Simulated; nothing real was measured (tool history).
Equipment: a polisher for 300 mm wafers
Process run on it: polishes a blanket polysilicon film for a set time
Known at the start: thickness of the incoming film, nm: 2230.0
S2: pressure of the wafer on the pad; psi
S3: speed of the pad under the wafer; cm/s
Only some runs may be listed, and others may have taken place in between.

Run 1, day 0: flow of slurry (ml/min) 270, S2 3.1 psi, S3 104 cm/s, polishing time (s) 28. Result: film removed (angstrom) 2783.
Run 2, day 0.333: flow of slurry (ml/min) 270, S2 2.9 psi, S3 104 cm/s, polishing time (s) 28. Result: film removed (angstrom) 2587.1.
Run 3, day 0.488: flow of slurry (ml/min) 270, S2 2.8 psi, S3 104 cm/s, polishing time (s) 28. Result: film removed (angstrom) 2524.
Run 4, day 0.612: flow of slurry (ml/min) 270, S2 2.7 psi, S3 104 cm/s, polishing time (s) 28. Result: film removed (angstrom) 2472.6.
Run 5, day 0.746: flow of slurry (ml/min) 270, S2 2.6 psi, S3 104 cm/s, polishing time (s) 28. Result: film removed (angstrom) 2416.8.
Run 6, day 1.05: flow of slurry (ml/min) 270, S2 3.1 psi, S3 104 cm/s, polishing time (s) 28. Result: film removed (angstrom) 2712.2.
Run 7, day 1.342: flow of slurry (ml/min) 270, S2 2.9 psi, S3 104 cm/s, polishing time (s) 28. Result: film removed (angstrom) 2605.6.
Run 8, day 1.608: flow of slurry (ml/min) 270, S2 2.7 psi, S3 104 cm/s, polishing time (s) 28. Result: film removed (angstrom) 2458.9.

Run 9 has not been measured yet. What should we expect?
Run 9, day 1.738: flow of slurry (ml/min) 270, S2 2.6 psi, S3 104 cm/s, polishing time (s) 28. Result: film removed (angstrom) ?.

Logged for run 9: film removed (angstrom) 2378.5.
